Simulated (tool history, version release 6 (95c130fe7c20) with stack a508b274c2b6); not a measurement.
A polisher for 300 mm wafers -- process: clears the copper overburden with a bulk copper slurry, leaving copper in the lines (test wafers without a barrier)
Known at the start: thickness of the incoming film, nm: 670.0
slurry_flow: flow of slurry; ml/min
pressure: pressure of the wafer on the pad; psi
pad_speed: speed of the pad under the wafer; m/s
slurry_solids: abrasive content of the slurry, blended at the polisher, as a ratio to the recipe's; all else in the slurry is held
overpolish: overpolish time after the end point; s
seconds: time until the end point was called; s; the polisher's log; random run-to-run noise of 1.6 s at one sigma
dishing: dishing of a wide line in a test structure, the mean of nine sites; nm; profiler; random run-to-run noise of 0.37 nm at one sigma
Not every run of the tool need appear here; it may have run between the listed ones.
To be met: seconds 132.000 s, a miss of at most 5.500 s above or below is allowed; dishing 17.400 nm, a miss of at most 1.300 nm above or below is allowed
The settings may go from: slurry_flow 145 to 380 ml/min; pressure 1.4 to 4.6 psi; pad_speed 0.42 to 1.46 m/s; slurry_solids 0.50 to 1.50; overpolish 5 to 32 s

{"run": 1, "hour": 0.0, "slurry_flow": 245, "pressure": 3.0, "pad_speed": 0.94, "slurry_solids": 1.0, "overpolish": 16, "seconds": 66.147, "dishing": 64.422}
{"run": 2, "hour": 7.8, "slurry_flow": 245, "pressure": 2.8, "pad_speed": 0.9, "slurry_solids": 1.0, "overpolish": 14, "seconds": 72.845, "dishing": 56.809}
{"run": 3, "hour": 16.8, "slurry_flow": 265, "pressure": 2.6, "pad_speed": 0.84, "slurry_solids": 1.05, "overpolish": 13, "seconds": 82.18, "dishing": 50.118}
{"run": 4, "hour": 19.0, "slurry_flow": 280, "pressure": 2.4, "pad_speed": 0.8, "slurry_solids": 1.1, "overpolish": 12, "seconds": 88.713, "dishing": 46.29}
{"run": 5, "hour": 22.2, "slurry_flow": 280, "pressure": 1.9, "pad_speed": 0.8, "slurry_solids": 1.1, "overpolish": 12, "seconds": 111.39, "dishing": 38.45}
{"run": 6, "hour": 26.6, "slurry_flow": 295, "pressure": 1.8, "pad_speed": 0.76, "slurry_solids": 1.15, "overpolish": 11, "seconds": 117.4, "dishing": 34.993}
{"run": 7, "hour": 33.3, "slurry_flow": 295, "pressure": 1.8, "pad_speed": 0.76, "slurry_solids": 1.15, "overpolish": 11, "seconds": 120.17, "dishing": 36.369}
{"run": 8, "hour": 41.6, "slurry_flow": 310, "pressure": 1.7, "pad_speed": 0.76, "slurry_solids": 1.1, "overpolish": 10, "seconds": 127.95, "dishing": 31.677}
{"run": 9, "hour": 44.2, "slurry_flow": 320, "pressure": 1.7, "pad_speed": 0.82, "slurry_solids": 1.0, "overpolish": 9, "seconds": 116.96, "dishing": 29.862}
{"run": 10, "hour": 52.4, "slurry_flow": 330, "pressure": 1.7, "pad_speed": 0.82, "slurry_solids": 0.95, "overpolish": 8, "seconds": 120.35, "dishing": 26.796}
{"run": 11, "hour": 56.6, "slurry_flow": 380, "pressure": 1.6, "pad_speed": 0.92, "slurry_solids": 0.7, "overpolish": 5, "seconds": 115.98, "dishing": 19.15}
{"run": 12, "hour": 59.2, "slurry_flow": 380, "pressure": 1.5, "pad_speed": 0.9, "slurry_solids": 0.65, "overpolish": 5, "seconds": 127.8, "dishing": 17.336}
{"run": 13, "hour": 60.0, "slurry_flow": 375, "pressure": 1.5, "pad_speed": 0.9, "slurry_solids": 0.65, "overpolish": 5, "seconds": 126.67, "dishing": 18.337}
{"run": 14, "hour": 68.0, "slurry_flow": 375, "pressure": 1.5, "pad_speed": 0.9, "slurry_solids": 0.65, "overpolish": 5, "seconds": 128.1, "dishing": 17.973}

Which of these 5 next moves meets every target?
{"run": "A", "hour": 76.0, "slurry_flow": 360, "pressure": 1.6, "pad_speed": 0.9, "slurry_solids": 0.55, "overpolish": 5, "seconds": "?", "dishing": "?"}
{"run": "B", "hour": 76.0, "slurry_flow": 305, "pressure": 1.4, "pad_speed": 0.98, "slurry_solids": 0.5, "overpolish": 5, "seconds": "?", "dishing": "?"}
{"run": "C", "hour": 76.0, "slurry_flow": 380, "pressure": 1.9, "pad_speed": 0.78, "slurry_solids": 0.65, "overpolish": 5, "seconds": "?", "dishing": "?"}
{"run": "D", "hour": 76.0, "slurry_flow": 380, "pressure": 1.4, "pad_speed": 1.02, "slurry_solids": 0.65, "overpolish": 5, "seconds": "?", "dishing": "?"}
{"run": "E", "hour": 76.0, "slurry_flow": 380, "pressure": 1.6, "pad_speed": 0.9, "slurry_solids": 0.6, "overpolish": 5, "seconds": "?", "dishing": "?"}

move=A seconds=125.430 dishing=18.260
move=B seconds=132.030 dishing=17.392
move=C seconds=121.490 dishing=18.877
move=D seconds=119.660 dishing=18.920
move=E seconds=123.210 dishing=18.542
A: lands further from the targets than the last run did
B: each result inside its tolerance
C: lands further from the targets than the last run did
D: lands further from the targets than the last run did
E: lands further from the targets than the last run did
Go with B: it meets all targets.

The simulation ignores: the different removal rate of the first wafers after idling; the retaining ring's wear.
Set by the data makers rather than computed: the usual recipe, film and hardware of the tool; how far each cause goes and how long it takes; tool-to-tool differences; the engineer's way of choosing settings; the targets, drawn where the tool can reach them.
